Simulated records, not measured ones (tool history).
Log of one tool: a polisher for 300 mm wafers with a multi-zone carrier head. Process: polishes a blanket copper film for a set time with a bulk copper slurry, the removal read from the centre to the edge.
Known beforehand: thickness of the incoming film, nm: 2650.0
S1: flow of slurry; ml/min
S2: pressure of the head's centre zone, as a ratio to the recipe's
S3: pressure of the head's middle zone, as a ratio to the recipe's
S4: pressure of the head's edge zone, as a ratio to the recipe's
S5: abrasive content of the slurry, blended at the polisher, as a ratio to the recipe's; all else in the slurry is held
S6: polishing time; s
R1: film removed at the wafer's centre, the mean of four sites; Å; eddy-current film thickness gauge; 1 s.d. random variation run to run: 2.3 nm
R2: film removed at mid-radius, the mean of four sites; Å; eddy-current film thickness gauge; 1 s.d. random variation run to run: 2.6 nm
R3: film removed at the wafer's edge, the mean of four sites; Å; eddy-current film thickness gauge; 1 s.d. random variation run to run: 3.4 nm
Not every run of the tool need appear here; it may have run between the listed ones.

Run 1, hour 0: S1 215 ml/min, S2 1, S3 1, S4 1, S5 1, S6 59 s. Result: R1 3003.7 Å, R2 3076.6 Å, R3 3127.2 Å.
Run 2, hour 2: S1 215 ml/min, S2 1, S3 1, S4 1, S5 1.15, S6 59 s. Result: R1 3120.4 Å, R2 3172.1 Å, R3 3193.4 Å.
Run 3, hour 2.8: S1 215 ml/min, S2 1, S3 0.99, S4 0.99, S5 1.1, S6 58 s. Result: R1 2991.2 Å, R2 3102.3 Å, R3 3112.3 Å.
Run 4, hour 4.8: S1 215 ml/min, S2 1.05, S3 0.99, S4 0.99, S5 1.1, S6 58 s. Result: R1 3158.5 Å, R2 3051.4 Å, R3 3095.2 Å.
Run 5, hour 7.4: S1 215 ml/min, S2 1.05, S3 0.99, S4 0.94, S5 1.1, S6 58 s. Result: R1 3184.7 Å, R2 3073 Å, R3 2996.4 Å.
Run 6, hour 14.9: S1 215 ml/min, S2 1.04, S3 0.98, S4 0.93, S5 1.05, S6 57 s. Result: R1 3056.7 Å, R2 2971 Å, R3 2903.4 Å.
Run 7, hour 22.7: S1 215 ml/min, S2 1.03, S3 0.97, S4 0.92, S5 1, S6 57 s. Result: R1 2974.8 Å, R2 2942.2 Å, R3 2922.2 Å.

The next listed run, before its measurement:
Run 8, hour 31.4: S1 215 ml/min, S2 1.03, S3 0.97, S4 0.92, S5 1, S6 57 s. Result: R1 ?, R2 ?, R3 ?.

R1: 2963.2 Å
R2: 2883.1 Å
R3: 2875.3 Å

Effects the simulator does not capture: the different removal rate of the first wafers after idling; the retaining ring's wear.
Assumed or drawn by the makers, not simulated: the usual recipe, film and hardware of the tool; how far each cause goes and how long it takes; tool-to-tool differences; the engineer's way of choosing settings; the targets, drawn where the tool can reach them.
